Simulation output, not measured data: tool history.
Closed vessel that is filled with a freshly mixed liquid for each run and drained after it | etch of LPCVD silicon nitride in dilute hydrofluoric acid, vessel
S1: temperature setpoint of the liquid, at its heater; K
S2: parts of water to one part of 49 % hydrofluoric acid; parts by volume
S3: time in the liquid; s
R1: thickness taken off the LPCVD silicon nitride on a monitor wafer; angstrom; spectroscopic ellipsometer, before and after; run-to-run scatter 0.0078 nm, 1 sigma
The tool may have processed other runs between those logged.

run,hour,S1,S2,S3,R1
1,0.0,296.15,280,500,9.1700
2,1.8,295.65,280,500,8.9722
3,4.2,297.65,280,500,10.1010
4,7.0,297.65,220,500,12.9330
5,8.3,296.15,220,500,11.6930
6,16.2,296.15,265,500,9.7662

Forecast run 7:
7,21.5,295.65,265,500,?

R1: 9.2814 angstrom

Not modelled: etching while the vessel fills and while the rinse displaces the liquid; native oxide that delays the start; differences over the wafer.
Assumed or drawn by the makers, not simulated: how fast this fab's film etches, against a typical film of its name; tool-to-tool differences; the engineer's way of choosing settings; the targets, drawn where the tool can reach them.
